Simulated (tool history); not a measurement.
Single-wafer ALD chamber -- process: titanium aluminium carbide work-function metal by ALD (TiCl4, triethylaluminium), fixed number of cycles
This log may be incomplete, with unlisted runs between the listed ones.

| run | hour | heater temperature setpoint (°C) | triethylaluminium pulse time (s) | mean film thickness on the monitor wafer (Å) |
|---|---|---|---|---|
| 1 | 0 | 295 | 10.78 | 22.225 |
| 2 | 2.5 | 288 | 10.78 | 21.674 |
| 3 | 10.6 | 288 | 12.82 | 22.005 |
| 4 | 13.9 | 295 | 13.58 | 22.798 |
| 5 | 18 | 299 | 13.58 | 23.054 |
| 6 | 26.2 | 303 | 14.1 | 23.637 |
| 7 | 29.7 | 305 | 14.36 | 23.408 |

What will run 8 give?
| 8 | 33.6 | 308 | 15.15 | ? |

mean film thickness on the monitor wafer (Å): 23.932
